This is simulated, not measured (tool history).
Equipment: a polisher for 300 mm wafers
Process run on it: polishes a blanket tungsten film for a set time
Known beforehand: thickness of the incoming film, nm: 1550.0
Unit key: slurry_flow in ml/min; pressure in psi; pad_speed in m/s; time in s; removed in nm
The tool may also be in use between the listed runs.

run	hour	slurry_flow	pressure	pad_speed	slurry_solids	time	removed
1	0	175	4	0.98	1	25	114.5
2	3.3	175	4	0.98	1.2	25	120.81
3	10.2	170	3.7	0.94	1.2	25	107.75
4	17.5	170	3.7	0.94	1	25	99.223
5	24.2	170	3.7	0.94	1	25	101.69
6	26.9	165	3.4	0.92	1	25	90.273
7	29.7	160	3.2	0.9	1	25	82.97
8	31.3	155	3	0.9	1	25	77.939

The next listed run, before its measurement:
9	38.2	150	2.8	0.9	1	25	?

Run 9 yielded removed 71.966 nm.

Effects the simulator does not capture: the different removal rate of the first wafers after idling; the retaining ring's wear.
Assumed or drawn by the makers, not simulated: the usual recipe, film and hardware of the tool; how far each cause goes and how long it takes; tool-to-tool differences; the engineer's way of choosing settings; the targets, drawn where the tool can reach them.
